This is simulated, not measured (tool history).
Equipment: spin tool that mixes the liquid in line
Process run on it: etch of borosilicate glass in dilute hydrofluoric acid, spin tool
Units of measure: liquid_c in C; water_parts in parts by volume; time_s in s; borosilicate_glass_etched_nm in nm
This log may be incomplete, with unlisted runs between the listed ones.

run  hour  liquid_c  water_parts  time_s  borosilicate_glass_etched_nm
  1   0.0      23.0           65     105                        54.435
  2   3.2      26.0           65     105                        61.434
  3   5.9      24.0           65     105                        56.789
  4   8.5      22.0           65     105                        52.165
  5  14.1      21.0           65     105                        50.189
  6  14.9      21.0           75     105                        42.995
     17.5  -- thermometer replaced
  7  17.5      21.5           75     105                        41.043
  8  24.3      22.0           75     105                        41.724

Estimate the outcome of run 9 from the log above:
  9  31.7      22.5           75     105                             ?

Run 9 yielded borosilicate_glass_etched_nm 42.502 nm.

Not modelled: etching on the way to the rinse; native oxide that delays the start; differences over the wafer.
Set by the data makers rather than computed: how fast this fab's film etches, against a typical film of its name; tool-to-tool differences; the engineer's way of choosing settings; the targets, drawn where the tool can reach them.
